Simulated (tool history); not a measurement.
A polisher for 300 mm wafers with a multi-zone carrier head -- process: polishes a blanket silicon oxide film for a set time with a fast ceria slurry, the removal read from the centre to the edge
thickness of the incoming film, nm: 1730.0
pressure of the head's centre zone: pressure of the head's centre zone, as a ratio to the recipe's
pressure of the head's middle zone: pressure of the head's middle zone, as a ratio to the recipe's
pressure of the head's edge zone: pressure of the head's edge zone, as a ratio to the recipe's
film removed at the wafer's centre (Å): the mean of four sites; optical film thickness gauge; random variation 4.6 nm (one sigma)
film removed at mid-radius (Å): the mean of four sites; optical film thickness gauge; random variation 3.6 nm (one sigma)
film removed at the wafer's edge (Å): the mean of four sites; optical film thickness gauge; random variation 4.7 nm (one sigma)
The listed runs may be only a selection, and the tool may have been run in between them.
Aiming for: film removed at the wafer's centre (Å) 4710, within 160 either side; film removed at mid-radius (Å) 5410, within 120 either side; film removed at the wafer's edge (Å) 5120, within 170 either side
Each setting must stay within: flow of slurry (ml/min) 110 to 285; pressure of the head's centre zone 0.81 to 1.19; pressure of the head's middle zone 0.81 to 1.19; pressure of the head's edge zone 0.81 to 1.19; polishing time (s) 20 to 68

run,hour,flow of slurry (ml/min),pressure of the head's centre zone,pressure of the head's middle zone,pressure of the head's edge zone,polishing time (s),film removed at the wafer's centre (Å),film removed at mid-radius (Å),film removed at the wafer's edge (Å)
1,0,180,1,1,1,44,7258,6969.9,6911.5
2,0.9,165,0.94,0.99,0.95,41,6374.2,6333.1,6293.5
3,5.4,155,0.9,1.01,0.93,38,5762.6,5925.1,5679.5
4,14.4,155,0.9,1.01,0.89,38,5732.8,6023.6,5530.3
5,20.6,155,0.9,1.01,0.89,29,4374.6,4612.9,4267.7
6,29.3,180,0.89,1.03,0.94,30,4575,4818.3,4480.9
7,36.4,215,0.81,1.12,1.04,33,4740.6,5762.3,5294.9
8,38.5,205,0.82,1.1,1.03,33,4836.1,5735.3,5345.1
9,45.6,185,0.82,1.05,0.97,31,4519.3,5079.8,4736.4
10,51.5,185,0.82,1.05,0.97,31,4401.3,5121.4,4811
11,58,190,0.83,1.06,0.99,31,4550.3,5171.5,4867.2
12,61.6,190,0.84,1.07,1.01,31,4477.1,5208.3,4828.7

5 candidate next runs follow, results not yet known. Just one meets every target within its allowed miss. Identify it.
A,65.2,195,0.86,1.04,0.96,33,?,?,?
B,65.2,190,0.84,1.09,1.03,32,?,?,?
C,65.2,210,1.03,1.1,0.92,30,?,?,?
D,65.2,175,0.82,1.11,1.01,29,?,?,?
E,65.2,170,0.93,1.07,1,33,?,?,?

move,film removed at the wafer's centre (Å),film removed at mid-radius (Å),film removed at the wafer's edge (Å)
A,4969.9,5412.1,5095.2
B,4729.9,5420.3,5098.7
C,5177.5,5163,4561.4
D,4178.8,4939.8,4548.5
E,5170.7,5451.2,5142.5
A: the furthest-off result lands on target, but another misses its tolerance
B: all results in spec
C: moves away from the targets compared with the last run
D: moves away from the targets compared with the last run
E: the furthest-off result lands on target, but another misses its tolerance
Correct choice: B, which meets every target

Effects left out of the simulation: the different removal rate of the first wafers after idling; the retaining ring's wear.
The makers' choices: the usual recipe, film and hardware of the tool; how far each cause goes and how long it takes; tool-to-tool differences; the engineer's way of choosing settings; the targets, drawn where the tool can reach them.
